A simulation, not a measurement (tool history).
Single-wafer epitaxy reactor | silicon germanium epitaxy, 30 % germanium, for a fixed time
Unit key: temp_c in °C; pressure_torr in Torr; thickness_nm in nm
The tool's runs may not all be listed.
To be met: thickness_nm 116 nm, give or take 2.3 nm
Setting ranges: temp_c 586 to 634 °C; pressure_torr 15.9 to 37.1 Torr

{"run": 1, "hour": 0.0, "temp_c": 610, "pressure_torr": 26.5, "thickness_nm": 84.469}
{"run": 2, "hour": 1.8, "temp_c": 610, "pressure_torr": 23.2, "thickness_nm": 80.427}
{"run": 3, "hour": 9.7, "temp_c": 610, "pressure_torr": 25.5, "thickness_nm": 83.806}
{"run": 4, "hour": 18.6, "temp_c": 614, "pressure_torr": 25.5, "thickness_nm": 90.446}
{"hour": 21.2, "done": "pyrometer calibrated"}
{"run": 5, "hour": 21.2, "temp_c": 618, "pressure_torr": 25.6, "thickness_nm": 91.075}
{"run": 6, "hour": 28.3, "temp_c": 612, "pressure_torr": 25.6, "thickness_nm": 81.25}
{"run": 7, "hour": 32.8, "temp_c": 619, "pressure_torr": 27, "thickness_nm": 94.93}
{"run": 8, "hour": 36.9, "temp_c": 624, "pressure_torr": 27.2, "thickness_nm": 105.11}

Next run, 5 choices. One meets every target within its allowed miss, the rest don't. Which?
{"run": "A", "hour": 41.0, "temp_c": 624, "pressure_torr": 31.1, "thickness_nm": "?"}
{"run": "B", "hour": 41.0, "temp_c": 627, "pressure_torr": 34.5, "thickness_nm": "?"}
{"run": "C", "hour": 41.0, "temp_c": 631, "pressure_torr": 24.5, "thickness_nm": "?"}
{"run": "D", "hour": 41.0, "temp_c": 624, "pressure_torr": 25.9, "thickness_nm": "?"}
{"run": "E", "hour": 41.0, "temp_c": 632, "pressure_torr": 25.7, "thickness_nm": "?"}

move=A thickness_nm=109.23
move=B thickness_nm=119.77
move=C thickness_nm=116.23
move=D thickness_nm=103.15
move=E thickness_nm=120.22
A: closes in on the targets versus the last run, not all within tolerance yet
B: carries the result that was furthest off beyond its target, to the other side
C: every result lands within tolerance
D: further off than the last run
E: carries the result that was furthest off beyond its target, to the other side
The move that meets every target is C.
